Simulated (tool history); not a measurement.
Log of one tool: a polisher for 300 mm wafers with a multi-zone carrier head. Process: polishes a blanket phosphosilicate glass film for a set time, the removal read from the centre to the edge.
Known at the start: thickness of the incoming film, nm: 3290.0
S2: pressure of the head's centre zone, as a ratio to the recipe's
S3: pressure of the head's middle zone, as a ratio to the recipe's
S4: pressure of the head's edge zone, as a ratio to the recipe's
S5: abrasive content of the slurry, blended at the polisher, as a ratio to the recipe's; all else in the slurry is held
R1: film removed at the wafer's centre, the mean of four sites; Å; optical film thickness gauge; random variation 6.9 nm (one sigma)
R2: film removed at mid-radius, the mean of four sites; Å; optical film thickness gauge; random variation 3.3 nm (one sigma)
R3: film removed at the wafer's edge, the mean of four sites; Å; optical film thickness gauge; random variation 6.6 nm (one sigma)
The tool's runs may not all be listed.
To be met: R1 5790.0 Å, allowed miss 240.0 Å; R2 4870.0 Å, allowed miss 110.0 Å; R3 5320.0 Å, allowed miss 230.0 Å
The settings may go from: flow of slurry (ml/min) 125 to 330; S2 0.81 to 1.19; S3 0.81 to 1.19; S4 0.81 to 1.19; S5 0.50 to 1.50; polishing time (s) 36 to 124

Run 1, hour 0.0: flow of slurry (ml/min) 210, S2 1.00, S3 1.00, S4 1.00, S5 1.00, polishing time (s) 79. Result: R1 6602.5 Å, R2 6443.3 Å, R3 6493.0 Å.
Run 2, hour 8.4: flow of slurry (ml/min) 210, S2 1.00, S3 1.00, S4 1.00, S5 0.90, polishing time (s) 79. Result: R1 6275.6 Å, R2 6217.4 Å, R3 6373.3 Å.
Run 3, hour 9.1: flow of slurry (ml/min) 200, S2 1.01, S3 0.96, S4 0.96, S5 0.85, polishing time (s) 78. Result: R1 5916.7 Å, R2 5796.7 Å, R3 5890.0 Å.
Run 4, hour 11.9: flow of slurry (ml/min) 190, S2 1.03, S3 0.92, S4 0.95, S5 0.85, polishing time (s) 78. Result: R1 5982.5 Å, R2 5450.8 Å, R3 5704.7 Å.
Run 5, hour 12.7: flow of slurry (ml/min) 180, S2 1.04, S3 0.90, S4 0.95, S5 0.85, polishing time (s) 78. Result: R1 6159.9 Å, R2 5331.5 Å, R3 5685.0 Å.
Run 6, hour 13.5: flow of slurry (ml/min) 180, S2 1.04, S3 0.93, S4 0.95, S5 0.85, polishing time (s) 78. Result: R1 6081.8 Å, R2 5445.7 Å, R3 5830.0 Å.
Run 7, hour 14.2: flow of slurry (ml/min) 175, S2 1.04, S3 0.91, S4 0.93, S5 0.85, polishing time (s) 78. Result: R1 6099.1 Å, R2 5338.2 Å, R3 5671.0 Å.
Run 8, hour 18.2: flow of slurry (ml/min) 170, S2 1.04, S3 0.89, S4 0.92, S5 0.85, polishing time (s) 78. Result: R1 5848.5 Å, R2 5192.4 Å, R3 5601.5 Å.
Run 9, hour 19.2: flow of slurry (ml/min) 165, S2 1.05, S3 0.88, S4 0.91, S5 0.85, polishing time (s) 78. Result: R1 5991.4 Å, R2 5110.3 Å, R3 5594.2 Å.
Run 10, hour 25.4: flow of slurry (ml/min) 165, S2 1.05, S3 0.87, S4 0.89, S5 0.85, polishing time (s) 78. Result: R1 5830.2 Å, R2 5043.3 Å, R3 5488.3 Å.
Run 11, hour 32.9: flow of slurry (ml/min) 160, S2 1.06, S3 0.87, S4 0.88, S5 0.85, polishing time (s) 78. Result: R1 5899.4 Å, R2 5067.0 Å, R3 5505.5 Å.
Run 12, hour 35.3: flow of slurry (ml/min) 160, S2 1.06, S3 0.86, S4 0.87, S5 0.85, polishing time (s) 78. Result: R1 6097.8 Å, R2 5012.5 Å, R3 5340.8 Å.

4 next moves are on the table. One of them brings every result within its allowed miss. Which?
Run A, hour 37.7: flow of slurry (ml/min) 185, S2 1.02, S3 0.82, S4 0.83, S5 1.15, polishing time (s) 67. Result: R1 ?, R2 ?, R3 ?.
Run B, hour 37.7: flow of slurry (ml/min) 125, S2 0.94, S3 0.83, S4 0.96, S5 0.70, polishing time (s) 92. Result: R1 ?, R2 ?, R3 ?.
Run C, hour 37.7: flow of slurry (ml/min) 165, S2 1.14, S3 0.86, S4 0.81, S5 0.95, polishing time (s) 77. Result: R1 ?, R2 ?, R3 ?.
Run D, hour 37.7: flow of slurry (ml/min) 135, S2 1.07, S3 0.90, S4 0.88, S5 0.75, polishing time (s) 76. Result: R1 ?, R2 ?, R3 ?.

move      R1      R2      R3
   A  5850.7  4931.7  5431.0
   B  5370.4  4967.8  5922.2
   C  6671.5  5304.2  5588.1
   D  5276.9  4636.0  4935.6
A: meets every target
B: brings the result that was furthest off to its target, and leaves another outside
C: further off than the last run
D: takes the result that was furthest off past its target
Answer: A
